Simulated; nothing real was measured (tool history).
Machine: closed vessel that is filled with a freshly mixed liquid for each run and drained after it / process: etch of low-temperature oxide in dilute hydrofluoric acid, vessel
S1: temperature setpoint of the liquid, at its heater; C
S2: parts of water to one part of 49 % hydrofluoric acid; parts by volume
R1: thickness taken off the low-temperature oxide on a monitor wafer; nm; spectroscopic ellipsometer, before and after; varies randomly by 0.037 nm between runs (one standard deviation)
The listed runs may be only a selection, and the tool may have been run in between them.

Run 1, hour 0: S1 26 C, S2 190 parts by volume, time in the liquid (s) 60. Result: R1 7.5624 nm.
Run 2, hour 5.2: S1 23.5 C, S2 190 parts by volume, time in the liquid (s) 60. Result: R1 6.8504 nm.
Run 3, hour 9.6: S1 22.5 C, S2 200 parts by volume, time in the liquid (s) 60. Result: R1 6.2013 nm.
Run 4, hour 14.7: S1 20.5 C, S2 200 parts by volume, time in the liquid (s) 60. Result: R1 5.7084 nm.
Run 5, hour 16.4: S1 20.5 C, S2 200 parts by volume, time in the liquid (s) 60. Result: R1 5.8248 nm.
Run 6, hour 17.8: S1 20 C, S2 210 parts by volume, time in the liquid (s) 60. Result: R1 5.3306 nm.
Run 7, hour 23.2: S1 19.5 C, S2 215 parts by volume, time in the liquid (s) 60. Result: R1 5.0553 nm.

For run 8, what comes out?
Run 8, hour 28.7: S1 19 C, S2 220 parts by volume, time in the liquid (s) 60. Result: R1 ?.

{"run 8": {"R1": 4.8219}}

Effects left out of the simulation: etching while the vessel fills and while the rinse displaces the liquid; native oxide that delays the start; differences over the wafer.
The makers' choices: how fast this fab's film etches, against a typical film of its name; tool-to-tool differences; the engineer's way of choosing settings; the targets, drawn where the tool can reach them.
